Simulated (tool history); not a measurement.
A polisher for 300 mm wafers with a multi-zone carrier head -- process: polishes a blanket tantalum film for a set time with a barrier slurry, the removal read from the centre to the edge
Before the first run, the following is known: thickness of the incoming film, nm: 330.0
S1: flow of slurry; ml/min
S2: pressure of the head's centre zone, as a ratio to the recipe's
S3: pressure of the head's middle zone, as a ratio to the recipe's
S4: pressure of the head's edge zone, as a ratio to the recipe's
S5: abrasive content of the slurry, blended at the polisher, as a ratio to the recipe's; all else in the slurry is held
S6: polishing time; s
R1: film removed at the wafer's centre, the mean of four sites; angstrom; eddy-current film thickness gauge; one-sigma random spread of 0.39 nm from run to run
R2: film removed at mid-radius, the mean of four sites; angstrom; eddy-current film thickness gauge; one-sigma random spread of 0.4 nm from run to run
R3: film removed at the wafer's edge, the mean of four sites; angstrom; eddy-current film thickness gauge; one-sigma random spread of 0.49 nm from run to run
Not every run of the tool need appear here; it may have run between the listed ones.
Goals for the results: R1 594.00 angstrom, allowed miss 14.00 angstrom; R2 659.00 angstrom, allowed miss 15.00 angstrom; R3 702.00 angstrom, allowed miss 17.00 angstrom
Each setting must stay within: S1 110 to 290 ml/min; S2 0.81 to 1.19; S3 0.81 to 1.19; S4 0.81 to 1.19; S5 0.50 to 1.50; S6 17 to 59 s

{"run": 1, "hour": 0.0, "S1": 185, "S2": 1.0, "S3": 1.0, "S4": 1.0, "S5": 1.0, "S6": 38, "R1": 531.32, "R2": 524.28, "R3": 524.76}
{"run": 2, "hour": 7.2, "S1": 195, "S2": 0.98, "S3": 1.01, "S4": 1.05, "S5": 1.15, "S6": 38, "R1": 546.23, "R2": 556.77, "R3": 556.51}
{"run": 3, "hour": 15.0, "S1": 195, "S2": 1.06, "S3": 1.01, "S4": 1.05, "S5": 1.15, "S6": 38, "R1": 582.07, "R2": 556.92, "R3": 556.19}
{"run": 4, "hour": 22.1, "S1": 200, "S2": 1.01, "S3": 1.0, "S4": 1.09, "S5": 1.25, "S6": 39, "R1": 588.59, "R2": 573.14, "R3": 602.11}
{"run": 5, "hour": 30.8, "S1": 200, "S2": 1.01, "S3": 1.0, "S4": 1.17, "S5": 1.25, "S6": 39, "R1": 599.79, "R2": 578.84, "R3": 621.45}
{"hour": 34.3, "done": "worn pad replaced by a new one"}
{"run": 6, "hour": 34.3, "S1": 200, "S2": 1.01, "S3": 1.0, "S4": 1.19, "S5": 1.25, "S6": 39, "R1": 630.45, "R2": 621.12, "R3": 669.7}
{"run": 7, "hour": 41.1, "S1": 195, "S2": 0.98, "S3": 1.01, "S4": 1.19, "S5": 1.3, "S6": 39, "R1": 613.65, "R2": 629.59, "R3": 665.32}
{"run": 8, "hour": 45.1, "S1": 195, "S2": 0.96, "S3": 1.0, "S4": 1.19, "S5": 1.35, "S6": 39, "R1": 617.16, "R2": 627.04, "R3": 684.1}
{"run": 9, "hour": 52.9, "S1": 195, "S2": 0.94, "S3": 1.01, "S4": 1.19, "S5": 1.35, "S6": 39, "R1": 589.55, "R2": 641.33, "R3": 678.44}
{"run": 10, "hour": 60.7, "S1": 200, "S2": 0.93, "S3": 1.01, "S4": 1.19, "S5": 1.35, "S6": 39, "R1": 591.7, "R2": 636.96, "R3": 685.25}
{"run": 11, "hour": 62.3, "S1": 205, "S2": 0.93, "S3": 1.01, "S4": 1.19, "S5": 1.35, "S6": 39, "R1": 600.96, "R2": 641.19, "R3": 686.5}
{"run": 12, "hour": 64.5, "S1": 205, "S2": 0.92, "S3": 1.01, "S4": 1.19, "S5": 1.35, "S6": 39, "R1": 588.47, "R2": 640.74, "R3": 680.95}

4 candidate next runs follow, results not yet known. Just one meets every target within its allowed miss. Identify it.
{"run": "A", "hour": 66.7, "S1": 250, "S2": 0.83, "S3": 0.92, "S4": 1.19, "S5": 1.35, "S6": 42, "R1": "?", "R2": "?", "R3": "?"}
{"run": "B", "hour": 66.7, "S1": 235, "S2": 0.89, "S3": 0.9, "S4": 1.19, "S5": 1.5, "S6": 39, "R1": "?", "R2": "?", "R3": "?"}
{"run": "C", "hour": 66.7, "S1": 200, "S2": 0.95, "S3": 1.0, "S4": 1.19, "S5": 1.3, "S6": 39, "R1": "?", "R2": "?", "R3": "?"}
{"run": "D", "hour": 66.7, "S1": 225, "S2": 0.89, "S3": 1.0, "S4": 1.17, "S5": 1.25, "S6": 41, "R1": "?", "R2": "?", "R3": "?"}

move=A R1=594.35 R2=659.87 R3=754.51
move=B R1=601.13 R2=611.17 R3=713.48
move=C R1=605.84 R2=630.97 R3=677.63
move=D R1=602.07 R2=668.56 R3=708.33
A: pushes the last run's worst result past its target
B: gets the furthest-off result to its target, but another result is out of tolerance
C: further off than the last run
D: meets every target
Answer: D

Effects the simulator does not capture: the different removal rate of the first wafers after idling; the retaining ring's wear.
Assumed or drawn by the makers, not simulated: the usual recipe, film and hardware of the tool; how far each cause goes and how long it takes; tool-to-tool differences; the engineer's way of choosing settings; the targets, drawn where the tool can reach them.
